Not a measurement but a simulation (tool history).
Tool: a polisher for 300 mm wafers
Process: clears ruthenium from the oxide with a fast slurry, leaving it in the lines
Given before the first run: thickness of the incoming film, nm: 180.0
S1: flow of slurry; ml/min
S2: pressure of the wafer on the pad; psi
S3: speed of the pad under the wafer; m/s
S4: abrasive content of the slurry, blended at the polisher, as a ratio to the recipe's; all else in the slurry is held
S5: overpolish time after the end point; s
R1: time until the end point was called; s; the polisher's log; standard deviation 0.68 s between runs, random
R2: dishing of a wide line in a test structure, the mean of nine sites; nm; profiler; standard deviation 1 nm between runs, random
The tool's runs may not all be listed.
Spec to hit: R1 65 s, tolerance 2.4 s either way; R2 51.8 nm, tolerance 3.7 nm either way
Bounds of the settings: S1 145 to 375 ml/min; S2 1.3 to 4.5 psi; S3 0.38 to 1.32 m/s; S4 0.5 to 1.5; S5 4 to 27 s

run	day	S1	S2	S3	S4	S5	R1	R2
1	0	240	2.9	0.84	1	14	62.056	34.619
2	0.2	240	2.9	0.84	1	11	62.735	28.792
3	0.362	240	2.9	0.84	1.1	11	58.087	29.729
4	0.596	240	2.9	1.02	1.1	11	48.136	36.448
5	0.796	235	2.7	1.02	1.1	14	53.084	40.084
6	1.162	230	2.6	1.02	1.1	16	54.327	45.924
7	1.371	230	2.5	1.02	1.1	17	55.519	47.958
8	1.5	225	1.9	1.02	1.1	21	73.822	44.764
9	1.829	225	2	1.02	1.1	21	70.855	46.753

Next run, 4 choices. One meets every target within its allowed miss, the rest don't. Which?
A	2.158	225	1.9	1.04	1.05	24	?	?
B	2.158	205	2.4	0.98	1.1	15	?	?
C	2.158	245	2.1	0.98	1.1	25	?	?
D	2.158	235	2.4	0.9	1.15	22	?	?

move	R1	R2
A	73.9	48.497
B	61.654	37.422
C	68.916	53.434
D	64.656	50.528
A: lands further from the targets than the last run did
B: takes the biggest miss from the last run beyond its target
C: an improvement on the last run, though not all results are within tolerance
D: meets every target
Answer: D

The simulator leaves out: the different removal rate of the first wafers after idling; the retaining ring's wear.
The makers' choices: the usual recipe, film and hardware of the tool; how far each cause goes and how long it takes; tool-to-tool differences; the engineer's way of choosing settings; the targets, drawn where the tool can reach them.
